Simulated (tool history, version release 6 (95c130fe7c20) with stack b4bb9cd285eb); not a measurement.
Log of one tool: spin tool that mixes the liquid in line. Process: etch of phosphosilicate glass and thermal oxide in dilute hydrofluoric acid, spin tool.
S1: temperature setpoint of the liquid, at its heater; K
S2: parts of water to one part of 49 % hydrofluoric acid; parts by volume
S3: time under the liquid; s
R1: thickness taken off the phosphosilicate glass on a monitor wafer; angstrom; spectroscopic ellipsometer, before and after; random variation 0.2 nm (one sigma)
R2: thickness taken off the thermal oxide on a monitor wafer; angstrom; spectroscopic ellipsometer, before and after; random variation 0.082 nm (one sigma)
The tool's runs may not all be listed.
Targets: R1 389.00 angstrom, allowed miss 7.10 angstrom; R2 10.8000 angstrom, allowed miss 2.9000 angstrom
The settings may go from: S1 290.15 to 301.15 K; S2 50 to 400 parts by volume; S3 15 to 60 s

{"run": 1, "hour": 0.0, "S1": 293.15, "S2": 225, "S3": 30, "R1": 177.38, "R2": 4.5581}
{"run": 2, "hour": 8.2, "S1": 290.15, "S2": 225, "S3": 30, "R1": 158.97, "R2": 4.0835}
{"run": 3, "hour": 9.3, "S1": 293.65, "S2": 195, "S3": 30, "R1": 216.96, "R2": 6.0751}
{"run": 4, "hour": 15.1, "S1": 296.15, "S2": 175, "S3": 30, "R1": 269.32, "R2": 6.8545}
{"run": 5, "hour": 18.2, "S1": 293.65, "S2": 175, "S3": 30, "R1": 242.95, "R2": 6.4411}
{"run": 6, "hour": 19.3, "S1": 293.65, "S2": 255, "S3": 30, "R1": 155.14, "R2": 4.7615}
{"run": 7, "hour": 20.1, "S1": 296.15, "S2": 215, "S3": 30, "R1": 211.01, "R2": 5.4896}
{"run": 8, "hour": 28.3, "S1": 297.65, "S2": 190, "S3": 30, "R1": 259.79, "R2": 7.7729}
{"run": 9, "hour": 36.5, "S1": 298.65, "S2": 170, "S3": 30, "R1": 304.04, "R2": 7.0847}
{"run": 10, "hour": 41.1, "S1": 298.65, "S2": 170, "S3": 30, "R1": 304.54, "R2": 6.915}
{"run": 11, "hour": 45.0, "S1": 299.15, "S2": 160, "S3": 30, "R1": 331.72, "R2": 8.4734}
{"run": 12, "hour": 47.8, "S1": 299.65, "S2": 155, "S3": 30, "R1": 356.87, "R2": 9.5991}
{"run": 13, "hour": 55.6, "S1": 300.15, "S2": 155, "S3": 30, "R1": 362.63, "R2": 10.777}
{"run": 14, "hour": 57.5, "S1": 300.65, "S2": 145, "S3": 30, "R1": 397.3, "R2": 11.488}

Which of these 5 next moves meets every target?
{"run": "A", "hour": 59.4, "S1": 301.15, "S2": 155, "S3": 30, "R1": "?", "R2": "?"}
{"run": "B", "hour": 59.4, "S1": 301.15, "S2": 135, "S3": 25, "R1": "?", "R2": "?"}
{"run": "C", "hour": 59.4, "S1": 290.15, "S2": 115, "S3": 35, "R1": "?", "R2": "?"}
{"run": "D", "hour": 59.4, "S1": 301.15, "S2": 175, "S3": 35, "R1": "?", "R2": "?"}
{"run": "E", "hour": 59.4, "S1": 299.15, "S2": 120, "S3": 25, "R1": "?", "R2": "?"}

move=A R1=374.30 R2=11.5960
move=B R1=367.28 R2=11.3790
move=C R1=400.06 R2=12.3950
move=D R1=377.39 R2=11.6920
move=E R1=390.50 R2=12.0980
A: takes the result that was furthest off past its target
B: takes the result that was furthest off past its target
C: further off than the last run
D: takes the result that was furthest off past its target
E: meets every target
The right move is E.
